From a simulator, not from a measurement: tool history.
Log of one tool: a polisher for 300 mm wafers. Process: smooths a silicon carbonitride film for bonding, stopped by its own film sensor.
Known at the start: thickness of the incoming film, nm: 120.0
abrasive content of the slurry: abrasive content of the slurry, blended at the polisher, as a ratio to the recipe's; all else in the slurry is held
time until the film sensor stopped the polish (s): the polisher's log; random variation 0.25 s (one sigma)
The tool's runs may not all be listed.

run	hour	flow of slurry (ml/min)	pressure of the wafer on the pad (psi)	speed of the pad under the wafer (m/s)	abrasive content of the slurry	target thickness at which the film sensor stops the polish (Å)	time until the film sensor stopped the polish (s)
1	0	255	2.6	1.1	1	1060	33.377
2	2.9	255	2.6	1.1	1	1060	32.097
3	10	255	2.3	1.1	1	1060	36.477
4	14.5	295	2.3	1.1	1	1060	35.367
5	17	295	2.5	1.1	1	1060	33.364
6	19	295	2.5	1.36	1	1060	28.211
7	25.5	295	3.2	1.42	1	1060	22.463
8	26.2	295	3.3	1.42	1	1060	22.621

Forecast run 9:
9	31.9	295	3.4	1.42	1	1060	?

time until the film sensor stopped the polish (s): 21.585
